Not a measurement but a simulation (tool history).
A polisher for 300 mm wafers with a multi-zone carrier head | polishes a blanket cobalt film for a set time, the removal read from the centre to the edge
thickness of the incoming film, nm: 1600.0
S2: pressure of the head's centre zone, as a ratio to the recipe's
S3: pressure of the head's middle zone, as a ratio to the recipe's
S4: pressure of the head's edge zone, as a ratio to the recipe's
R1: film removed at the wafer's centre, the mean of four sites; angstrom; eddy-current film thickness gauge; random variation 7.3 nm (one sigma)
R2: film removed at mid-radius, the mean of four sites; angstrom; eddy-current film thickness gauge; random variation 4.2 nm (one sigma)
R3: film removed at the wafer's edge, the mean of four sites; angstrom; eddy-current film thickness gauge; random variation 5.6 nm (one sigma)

run 1 hour=0.0 | flow_of_slurry_(ml/min)=285 S2=1.00 S3=1.00 S4=1.00 polishing_time_(s)=85 | R1=4037.3 R2=3984.9 R3=4235.8
run 2 hour=2.8 | flow_of_slurry_(ml/min)=285 S2=1.00 S3=1.03 S4=1.00 polishing_time_(s)=85 | R1=4126.3 R2=4077.9 R3=4217.5
run 3 hour=7.7 | flow_of_slurry_(ml/min)=285 S2=1.00 S3=0.95 S4=1.00 polishing_time_(s)=85 | R1=4000.2 R2=3816.4 R3=4181.7
run 4 hour=10.7 | flow_of_slurry_(ml/min)=285 S2=1.00 S3=0.95 S4=1.00 polishing_time_(s)=64 | R1=3064.4 R2=2850.0 R3=3228.1
run 5 hour=13.3 | flow_of_slurry_(ml/min)=290 S2=1.02 S3=0.99 S4=1.03 polishing_time_(s)=71 | R1=3445.8 R2=3228.9 R3=3581.3
run 6 hour=18.2 | flow_of_slurry_(ml/min)=295 S2=1.03 S3=1.03 S4=1.05 polishing_time_(s)=77 | R1=3817.7 R2=3725.1 R3=3980.0
-- hour=20.3 edge zone pressure recalibrated
run 7 hour=20.3 | flow_of_slurry_(ml/min)=320 S2=1.13 S3=1.13 S4=1.15 polishing_time_(s)=88 | R1=4704.0 R2=4605.9 R3=4519.0

The next listed run, before its measurement:
run 8 hour=27.2 | flow_of_slurry_(ml/min)=320 S2=1.12 S3=1.13 S4=1.16 polishing_time_(s)=90 | R1=? R2=? R3=?

R1: 4956.4 angstrom
R2: 4723.8 angstrom
R3: 4777.2 angstrom
